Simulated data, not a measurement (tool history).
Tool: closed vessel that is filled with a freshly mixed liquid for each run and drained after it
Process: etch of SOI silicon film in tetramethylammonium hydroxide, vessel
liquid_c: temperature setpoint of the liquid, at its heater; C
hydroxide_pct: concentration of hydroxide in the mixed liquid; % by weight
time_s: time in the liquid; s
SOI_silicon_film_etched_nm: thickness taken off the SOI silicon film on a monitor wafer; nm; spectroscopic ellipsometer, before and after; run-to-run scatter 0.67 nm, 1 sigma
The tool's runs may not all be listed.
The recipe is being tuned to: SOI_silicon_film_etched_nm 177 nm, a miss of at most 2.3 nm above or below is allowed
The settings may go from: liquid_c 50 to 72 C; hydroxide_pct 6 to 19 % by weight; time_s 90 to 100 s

| run | hour | liquid_c | hydroxide_pct | time_s | SOI_silicon_film_etched_nm |
|---|---|---|---|---|---|
| 1 | 0 | 59 | 12.5 | 90 | 276.39 |
| 2 | 3.3 | 59 | 15 | 90 | 250.28 |
| 3 | 10.8 | 62 | 15 | 90 | 302.41 |
| 4 | 17.1 | 59.5 | 15 | 90 | 258.17 |
| 5 | 23.3 | 57.5 | 15 | 90 | 225.42 |
| 6 | 27.3 | 56.5 | 15 | 90 | 214.6 |
| 7 | 29.3 | 55.5 | 15 | 90 | 200.11 |
|  | 30.8 | thermometer replaced |
| 8 | 30.8 | 55 | 15 | 90 | 212.6 |
| 9 | 38.2 | 53.5 | 15 | 90 | 193.04 |

Consider the 5 candidate settings below. Which is the only one whose results all fall within their allowed miss of target?
| A | 45.6 | 52 | 17 | 95 | ? |
| B | 45.6 | 51 | 14 | 90 | ? |
| C | 45.6 | 50 | 14.5 | 100 | ? |
| D | 45.6 | 50.5 | 14.5 | 95 | ? |
| E | 45.6 | 52.5 | 14.5 | 100 | ? |

| move | SOI_silicon_film_etched_nm |
|---|---|
| A | 176.73 |
| B | 169.78 |
| C | 173.31 |
| D | 170.22 |
| E | 204.48 |
A: all results land within tolerance of their targets
B: carries the result that was furthest off beyond its target, to the other side
C: carries the result that was furthest off beyond its target, to the other side
D: carries the result that was furthest off beyond its target, to the other side
E: moves away from the targets compared with the last run
Move A is the one to make.

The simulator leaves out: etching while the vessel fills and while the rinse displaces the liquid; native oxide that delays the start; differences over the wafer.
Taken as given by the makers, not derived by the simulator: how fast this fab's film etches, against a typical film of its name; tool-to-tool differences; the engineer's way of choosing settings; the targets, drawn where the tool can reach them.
